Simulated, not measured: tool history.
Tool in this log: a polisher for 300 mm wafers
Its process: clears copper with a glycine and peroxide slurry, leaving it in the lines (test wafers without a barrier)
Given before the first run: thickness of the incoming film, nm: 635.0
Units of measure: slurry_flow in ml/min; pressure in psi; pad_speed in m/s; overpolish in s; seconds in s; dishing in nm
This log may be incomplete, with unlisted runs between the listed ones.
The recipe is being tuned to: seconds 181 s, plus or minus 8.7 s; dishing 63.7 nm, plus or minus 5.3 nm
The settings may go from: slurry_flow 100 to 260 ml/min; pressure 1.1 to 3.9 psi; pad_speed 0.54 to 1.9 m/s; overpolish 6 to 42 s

run  hour  slurry_flow  pressure  pad_speed  overpolish  seconds  dishing
  1     0          165       2.5       1.22          21   137.78   63.103
  2   6.9          165       2.5        1.5          21   119.14   70.373
  3  12.7          165       2.5        1.4          21   125.93   68.959
  4  16.8          190       2.5        1.4          21   122.95   73.482
  5  19.1          190       2.5        1.4          13    119.5   47.868
  6  22.3          190       2.1        1.4          13   133.69   45.792
  7  28.7          190         2        1.4          14   137.09   46.344
  8  32.4          190       1.9        1.4          15   138.28   48.228
  9    33          190       1.8        1.4          16    142.3   50.087
 10  39.3          190       1.7        1.4          17   143.56    51.57
 11  47.5          185       1.6       1.38          18   149.81   52.584

Next run, 5 choices. One meets every target within its allowed miss, the rest don't. Which?
  A  55.7          200       1.7       1.22          26        ?        ?
  B  55.7          160       1.3       1.26          29        ?        ?
  C  55.7          210       1.6       1.48          13        ?        ?
  D  55.7          215       2.2       1.42          23        ?        ?
  E  55.7          195       2.2       1.54          19        ?        ?

move  seconds  dishing
   A   159.07   66.284
   B   179.78   65.139
   C   141.31   42.074
   D   125.98    71.79
   E   120.64   64.458
A: nearer than the last run, and not there yet
B: in spec on every target
C: moves away from the targets compared with the last run
D: moves away from the targets compared with the last run
E: moves away from the targets compared with the last run
B is the move that brings every result within its allowed miss.
